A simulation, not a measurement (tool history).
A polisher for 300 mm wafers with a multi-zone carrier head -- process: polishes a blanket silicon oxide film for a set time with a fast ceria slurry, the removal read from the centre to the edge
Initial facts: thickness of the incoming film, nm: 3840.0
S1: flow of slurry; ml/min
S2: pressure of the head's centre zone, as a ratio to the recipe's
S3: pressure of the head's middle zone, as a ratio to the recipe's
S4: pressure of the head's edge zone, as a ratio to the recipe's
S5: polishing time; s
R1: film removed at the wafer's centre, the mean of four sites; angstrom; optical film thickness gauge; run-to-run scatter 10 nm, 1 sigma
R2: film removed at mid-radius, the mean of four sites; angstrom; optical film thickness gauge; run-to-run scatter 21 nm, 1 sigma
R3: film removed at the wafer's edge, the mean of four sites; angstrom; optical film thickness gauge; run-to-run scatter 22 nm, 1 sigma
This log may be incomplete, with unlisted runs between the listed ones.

run,hour,S1,S2,S3,S4,S5,R1,R2,R3
1,0,155,1,1,1,62,10878,11059,11632
2,3,165,0.98,1.05,1.05,67,11641,12934,13020
3,9.4,200,0.98,1.05,1.05,67,12162,12996,13053
4,18,200,1.02,1.05,1.05,67,12618,13394,13227
# hour 23.1: slurry nozzle cleaned
5,23.1,185,1.01,1.07,1.09,70,13856,15086,14657
6,24.4,170,0.98,1.08,1.12,70,13338,14761,14589
7,27.6,155,0.95,1.1,1.14,72,13198,15412,15475

What will run 8 give?
8,31.3,155,0.95,1.11,1.16,72,?,?,?

{"run 8": {"R1": 13181, "R2": 15557, "R3": 15166}}

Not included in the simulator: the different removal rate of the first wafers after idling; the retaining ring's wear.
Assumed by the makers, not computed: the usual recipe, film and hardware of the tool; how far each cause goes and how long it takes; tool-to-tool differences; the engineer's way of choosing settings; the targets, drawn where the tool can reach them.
